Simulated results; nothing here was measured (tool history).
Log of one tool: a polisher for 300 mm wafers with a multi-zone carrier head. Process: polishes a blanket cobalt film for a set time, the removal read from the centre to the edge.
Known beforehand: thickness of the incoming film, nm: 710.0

run,day,flow of slurry (ml/min),pressure of the head's centre zone,pressure of the head's middle zone,pressure of the head's edge zone,polishing time (s),film removed at the wafer's centre (angstrom),film removed at mid-radius (angstrom),film removed at the wafer's edge (angstrom)
1,0.000,210,1.00,1.00,1.00,32,1982.1,2214.9,2256.4
2,0.208,210,1.00,1.00,0.97,32,1935.2,2195.1,2248.7
3,0.238,215,1.02,1.01,0.99,33,2110.7,2276.7,2358.5
4,0.283,225,1.03,1.03,1.00,34,2187.3,2427.1,2420.6
5,0.533,225,1.00,1.03,1.00,34,2113.5,2438.6,2393.1
6,0.696,225,1.00,1.07,1.00,34,2140.5,2515.3,2374.5
7,0.992,225,1.02,1.07,1.01,35,2263.7,2568.7,2519.9
8,1.225,230,1.04,1.09,1.02,35,2310.7,2632.0,2514.4
9,1.596,235,1.06,1.10,1.03,36,2389.5,2760.1,2607.4
10,1.679,240,1.08,1.10,1.03,37,2528.3,2783.6,2664.0
11,1.742,240,1.09,1.11,1.04,37,2538.4,2869.0,2692.1
12,1.842,245,1.10,1.11,1.04,37,2617.8,2799.0,2662.2
13,1.992,245,1.11,1.11,1.05,37,2617.1,2847.8,2640.7
14,2.233,245,1.11,1.10,1.05,38,2753.7,2937.5,2730.5
15,2.367,240,1.11,1.09,1.06,39,2757.3,2972.7,2804.1
16,2.700,240,1.11,1.08,1.06,39,2761.1,2905.8,2844.0
17,3.021,245,1.12,1.08,1.07,39,2846.1,2952.5,2847.2
18,3.225,245,1.12,1.08,1.07,39,2803.5,2919.4,2831.3
19,3.483,245,1.12,1.08,1.08,39,2774.1,2934.3,2911.0
20,3.812,250,1.13,1.08,1.08,39,2874.4,2938.9,2842.0
21,3.900,255,1.13,1.08,1.09,39,2814.6,2926.5,2866.8
22,4.212,255,1.14,1.08,1.10,39,2752.1,2939.5,2943.5
23,4.433,255,1.15,1.08,1.10,39,2904.8,2914.4,2914.6
24,4.604,260,1.15,1.09,1.10,39,2866.1,2991.2,2914.0
# day 4.917: centre zone pressure recalibrated
25,4.917,265,1.16,1.09,1.10,39,3248.7,2927.3,2878.5

Run 26 is up next; what results do you expect?
26,5.100,270,1.15,1.10,1.12,40,?,?,?

film removed at the wafer's centre (angstrom): 3290.0
film removed at mid-radius (angstrom): 3108.7
film removed at the wafer's edge (angstrom): 3010.7
